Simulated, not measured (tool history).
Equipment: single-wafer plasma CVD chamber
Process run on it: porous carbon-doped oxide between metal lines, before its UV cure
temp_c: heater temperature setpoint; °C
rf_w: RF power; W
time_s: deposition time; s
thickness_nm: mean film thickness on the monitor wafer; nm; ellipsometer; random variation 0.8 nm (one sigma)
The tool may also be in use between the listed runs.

{"run": 1, "hour": 0.0, "temp_c": 275, "rf_w": 390, "time_s": 36.8, "thickness_nm": 190.84}
{"run": 2, "hour": 4.5, "temp_c": 275, "rf_w": 360, "time_s": 36.8, "thickness_nm": 177.57}
{"run": 3, "hour": 11.3, "temp_c": 282, "rf_w": 360, "time_s": 36.8, "thickness_nm": 171.59}
{"run": 4, "hour": 12.6, "temp_c": 282, "rf_w": 305, "time_s": 36.8, "thickness_nm": 150.0}
{"run": 5, "hour": 19.3, "temp_c": 282, "rf_w": 325, "time_s": 36.8, "thickness_nm": 158.48}
{"run": 6, "hour": 26.9, "temp_c": 277, "rf_w": 350, "time_s": 36.8, "thickness_nm": 172.99}
{"run": 7, "hour": 33.7, "temp_c": 273, "rf_w": 365, "time_s": 36.8, "thickness_nm": 183.03}
{"run": 8, "hour": 42.7, "temp_c": 270, "rf_w": 380, "time_s": 36.8, "thickness_nm": 192.65}
{"run": 9, "hour": 45.3, "temp_c": 267, "rf_w": 395, "time_s": 36.8, "thickness_nm": 202.62}

The next listed run, before its measurement:
{"run": 10, "hour": 53.7, "temp_c": 265, "rf_w": 405, "time_s": 36.8, "thickness_nm": "?"}

thickness_nm: 208.53 nm

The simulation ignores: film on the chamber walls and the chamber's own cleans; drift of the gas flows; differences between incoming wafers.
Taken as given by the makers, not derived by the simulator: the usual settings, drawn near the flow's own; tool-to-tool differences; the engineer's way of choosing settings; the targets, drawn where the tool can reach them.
